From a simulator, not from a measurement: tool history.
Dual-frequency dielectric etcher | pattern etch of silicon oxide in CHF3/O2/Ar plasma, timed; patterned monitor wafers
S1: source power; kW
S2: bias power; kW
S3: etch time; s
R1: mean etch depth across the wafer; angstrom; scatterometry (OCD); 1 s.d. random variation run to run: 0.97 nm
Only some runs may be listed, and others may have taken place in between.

run 1 hour=0.0 | S1=0.630 S2=0.137 S3=283.5 | R1=5396.1
run 2 hour=7.8 | S1=0.740 S2=0.137 S3=283.5 | R1=5758.3
run 3 hour=8.9 | S1=0.700 S2=0.134 S3=283.0 | R1=5566.0
run 4 hour=16.8 | S1=0.700 S2=0.158 S3=283.0 | R1=5980.6
run 5 hour=17.7 | S1=0.650 S2=0.158 S3=283.0 | R1=5824.0
run 6 hour=24.5 | S1=0.710 S2=0.158 S3=283.0 | R1=6009.0
run 7 hour=29.2 | S1=0.670 S2=0.154 S3=282.0 | R1=5813.7
run 8 hour=30.4 | S1=0.630 S2=0.151 S3=281.5 | R1=5620.8
run 9 hour=37.6 | S1=0.600 S2=0.149 S3=281.0 | R1=5493.0
run 10 hour=46.3 | S1=0.570 S2=0.147 S3=280.5 | R1=5342.6
run 11 hour=48.2 | S1=0.550 S2=0.146 S3=280.0 | R1=5261.8
run 12 hour=55.8 | S1=0.530 S2=0.145 S3=280.0 | R1=5180.4
run 13 hour=61.5 | S1=0.520 S2=0.144 S3=280.0 | R1=5126.1
run 14 hour=65.7 | S1=0.510 S2=0.143 S3=280.0 | R1=5084.5
run 15 hour=74.4 | S1=0.500 S2=0.142 S3=280.0 | R1=5014.3

Estimate the outcome of run 16 from the log above:
run 16 hour=83.4 | S1=0.490 S2=0.142 S3=280.0 | R1=?

R1: 4981.2 angstrom
